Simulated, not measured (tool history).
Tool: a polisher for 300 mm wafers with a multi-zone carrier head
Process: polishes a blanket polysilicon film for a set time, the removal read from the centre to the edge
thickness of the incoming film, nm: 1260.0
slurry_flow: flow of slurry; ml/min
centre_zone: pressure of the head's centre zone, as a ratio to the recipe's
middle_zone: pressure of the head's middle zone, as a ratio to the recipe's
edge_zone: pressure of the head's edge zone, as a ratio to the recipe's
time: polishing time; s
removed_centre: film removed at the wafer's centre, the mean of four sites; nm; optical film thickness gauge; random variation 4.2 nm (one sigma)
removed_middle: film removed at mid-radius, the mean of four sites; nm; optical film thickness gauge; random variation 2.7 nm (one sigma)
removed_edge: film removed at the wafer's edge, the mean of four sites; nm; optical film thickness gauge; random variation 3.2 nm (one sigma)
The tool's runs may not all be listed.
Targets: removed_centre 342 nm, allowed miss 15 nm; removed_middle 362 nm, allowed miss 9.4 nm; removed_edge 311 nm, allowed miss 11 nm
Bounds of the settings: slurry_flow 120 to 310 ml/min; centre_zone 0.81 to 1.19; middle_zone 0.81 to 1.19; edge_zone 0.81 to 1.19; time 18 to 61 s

| run | day | slurry_flow | centre_zone | middle_zone | edge_zone | time | removed_centre | removed_middle | removed_edge |
|---|---|---|---|---|---|---|---|---|---|
| 1 | 0 | 200 | 1 | 1 | 1 | 39 | 291.56 | 280.43 | 279.8 |
| 2 | 0.175 | 220 | 1.02 | 1.06 | 1.02 | 40 | 306.54 | 305.41 | 288.4 |
| 3 | 0.496 | 230 | 1.03 | 1.1 | 1.04 | 41 | 319.18 | 318.82 | 301.7 |
| 4 | 0.538 | 230 | 1.03 | 1.05 | 1.04 | 41 | 326.85 | 309.45 | 300.79 |
| 5 | 0.842 | 230 | 1.03 | 1.05 | 1.04 | 46 | 363.47 | 350.62 | 339.11 |
| 6 | 0.9 | 230 | 1.03 | 1.05 | 1.12 | 46 | 357.86 | 347.31 | 351.21 |
| 7 | 1.238 | 230 | 1.03 | 1.08 | 1.07 | 45 | 351.31 | 348.97 | 334.97 |
| 8 | 1.6 | 230 | 1.03 | 1.1 | 1.04 | 45 | 352.43 | 350.61 | 338.17 |

5 next moves are on the table. One of them brings every result within its allowed miss. Which?
| A | 1.962 | 165 | 0.94 | 1.02 | 1.17 | 49 | ? | ? | ? |
| B | 1.962 | 290 | 1.09 | 1.09 | 0.88 | 43 | ? | ? | ? |
| C | 1.962 | 205 | 0.86 | 0.99 | 1.12 | 51 | ? | ? | ? |
| D | 1.962 | 310 | 1.03 | 1.19 | 0.95 | 43 | ? | ? | ? |
| E | 1.962 | 230 | 1.01 | 1.02 | 0.91 | 45 | ? | ? | ? |

| move | removed_centre | removed_middle | removed_edge |
|---|---|---|---|
| A | 333.67 | 350.28 | 368.69 |
| B | 360.66 | 339.57 | 301.14 |
| C | 325.17 | 364.91 | 382.99 |
| D | 342.94 | 364.11 | 310.57 |
| E | 341.57 | 332.21 | 314.34 |
A: further off than the last run
B: brings the result that was furthest off to its target, and leaves another outside
C: further off than the last run
D: meets every target
E: brings the result that was furthest off to its target, and leaves another outside
The right move is D.
